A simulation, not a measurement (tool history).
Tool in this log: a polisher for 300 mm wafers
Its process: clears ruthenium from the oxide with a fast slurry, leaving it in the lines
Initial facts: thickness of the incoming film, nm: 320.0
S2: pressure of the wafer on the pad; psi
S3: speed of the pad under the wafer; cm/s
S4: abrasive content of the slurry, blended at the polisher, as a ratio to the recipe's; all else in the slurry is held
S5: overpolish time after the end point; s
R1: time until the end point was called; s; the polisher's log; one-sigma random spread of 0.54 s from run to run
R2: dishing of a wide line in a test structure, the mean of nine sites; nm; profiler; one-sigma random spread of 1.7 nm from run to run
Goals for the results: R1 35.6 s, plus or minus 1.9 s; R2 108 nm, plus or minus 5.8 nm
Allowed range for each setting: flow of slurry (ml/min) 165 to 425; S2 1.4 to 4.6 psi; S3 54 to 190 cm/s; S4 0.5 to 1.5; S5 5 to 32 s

run 1 day=0 | flow_of_slurry_(ml/min)=275 S2=3 S3=122 S4=1 S5=16 | R1=51.285 R2=71.906
run 2 day=0.146 | flow_of_slurry_(ml/min)=275 S2=3.6 S3=122 S4=1 S5=16 | R1=44.036 R2=81.68
run 3 day=0.267 | flow_of_slurry_(ml/min)=275 S2=3.8 S3=122 S4=1 S5=17 | R1=40.192 R2=91.88
run 4 day=0.629 | flow_of_slurry_(ml/min)=235 S2=3.8 S3=122 S4=1 S5=17 | R1=41.087 R2=86.397
run 5 day=0.967 | flow_of_slurry_(ml/min)=170 S2=3.8 S3=122 S4=1 S5=17 | R1=43.719 R2=88.706
run 6 day=1.162 | flow_of_slurry_(ml/min)=170 S2=3.8 S3=122 S4=1.15 S5=17 | R1=40.377 R2=90.487
run 7 day=1.196 | flow_of_slurry_(ml/min)=175 S2=3.9 S3=122 S4=1.15 S5=17 | R1=39.31 R2=92.084
run 8 day=1.25 | flow_of_slurry_(ml/min)=175 S2=4 S3=122 S4=1.15 S5=18 | R1=38.522 R2=100.29

Of the 5 settings listed for the next run, only one would bring every result within its allowed miss of target. Which one?
run A day=1.304 | flow_of_slurry_(ml/min)=165 S2=3.8 S3=126 S4=1.2 S5=18 | R1=? R2=?
run B day=1.304 | flow_of_slurry_(ml/min)=170 S2=3.5 S3=154 S4=0.95 S5=17 | R1=? R2=?
run C day=1.304 | flow_of_slurry_(ml/min)=260 S2=4.1 S3=112 S4=1.1 S5=21 | R1=? R2=?
run D day=1.304 | flow_of_slurry_(ml/min)=165 S2=4.2 S3=128 S4=1.2 S5=18 | R1=? R2=?
run E day=1.304 | flow_of_slurry_(ml/min)=165 S2=3.6 S3=142 S4=1.05 S5=17 | R1=? R2=?

move=A R1=40.271 R2=99.285
move=B R1=39.74 R2=96.203
move=C R1=41.255 R2=108.69
move=D R1=35.964 R2=107.45
move=E R1=40.078 R2=95.613
A: the biggest miss grows against the last run
B: the biggest miss grows against the last run
C: the biggest miss grows against the last run
D: every result lands within tolerance
E: the biggest miss grows against the last run
The move that meets every target is D.
